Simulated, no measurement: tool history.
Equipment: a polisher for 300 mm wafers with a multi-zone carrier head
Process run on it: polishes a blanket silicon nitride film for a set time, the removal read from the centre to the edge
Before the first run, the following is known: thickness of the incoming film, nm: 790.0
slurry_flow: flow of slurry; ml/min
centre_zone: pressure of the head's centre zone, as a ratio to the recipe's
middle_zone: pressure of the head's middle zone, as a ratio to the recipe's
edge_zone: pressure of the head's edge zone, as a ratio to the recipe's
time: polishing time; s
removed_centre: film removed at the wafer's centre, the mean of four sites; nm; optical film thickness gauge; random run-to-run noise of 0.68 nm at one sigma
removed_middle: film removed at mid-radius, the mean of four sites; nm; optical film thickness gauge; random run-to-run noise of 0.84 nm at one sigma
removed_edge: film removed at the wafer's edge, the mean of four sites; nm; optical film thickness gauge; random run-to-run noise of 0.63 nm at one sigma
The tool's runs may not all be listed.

| run | hour | slurry_flow | centre_zone | middle_zone | edge_zone | time | removed_centre | removed_middle | removed_edge |
|---|---|---|---|---|---|---|---|---|---|
| 1 | 0.0 | 200 | 1.00 | 1.00 | 1.00 | 71 | 99.692 | 103.420 | 98.512 |
| 2 | 8.8 | 200 | 1.00 | 1.00 | 1.00 | 56 | 78.509 | 81.996 | 77.357 |
| 3 | 14.2 | 165 | 1.00 | 1.00 | 1.00 | 56 | 74.998 | 78.452 | 77.076 |
| 4 | 17.5 | 165 | 1.00 | 1.00 | 1.08 | 56 | 74.906 | 77.521 | 80.403 |
| 5 | 19.4 | 165 | 1.00 | 1.00 | 1.03 | 56 | 75.049 | 79.156 | 75.142 |
| 6 | 25.9 | 160 | 0.99 | 0.99 | 1.02 | 55 | 71.600 | 75.815 | 76.318 |
| 7 | 31.3 | 160 | 0.99 | 0.99 | 1.01 | 53 | 69.610 | 71.036 | 72.441 |
| 8 | 35.0 | 160 | 0.98 | 0.99 | 0.99 | 52 | 67.065 | 71.872 | 68.438 |
| 9 | 41.3 | 155 | 0.97 | 0.98 | 0.98 | 52 | 68.320 | 71.397 | 69.041 |
| 10 | 42.3 | 150 | 0.96 | 0.97 | 0.98 | 51 | 64.233 | 68.894 | 68.796 |
| 11 | 50.2 | 150 | 0.96 | 0.96 | 0.97 | 50 | 61.900 | 67.681 | 65.895 |
| 12 | 51.6 | 150 | 0.96 | 0.96 | 0.97 | 50 | 63.125 | 67.046 | 66.115 |
| 13 | 57.2 | 140 | 0.90 | 0.90 | 0.89 | 44 | 50.686 | 55.179 | 55.317 |
| 14 | 58.9 | 145 | 0.90 | 0.90 | 0.90 | 44 | 51.521 | 54.361 | 55.101 |
| 15 | 65.1 | 145 | 0.90 | 0.91 | 0.91 | 44 | 51.508 | 54.478 | 55.515 |
| 16 | 69.6 | 145 | 0.90 | 0.92 | 0.92 | 44 | 51.397 | 55.727 | 56.550 |

For run 17, what comes out?
| 17 | 76.6 | 150 | 0.90 | 0.92 | 0.92 | 44 | ? | ? | ? |

{"run 17": {"removed_centre": 52.824, "removed_middle": 55.978, "removed_edge": 57.404}}

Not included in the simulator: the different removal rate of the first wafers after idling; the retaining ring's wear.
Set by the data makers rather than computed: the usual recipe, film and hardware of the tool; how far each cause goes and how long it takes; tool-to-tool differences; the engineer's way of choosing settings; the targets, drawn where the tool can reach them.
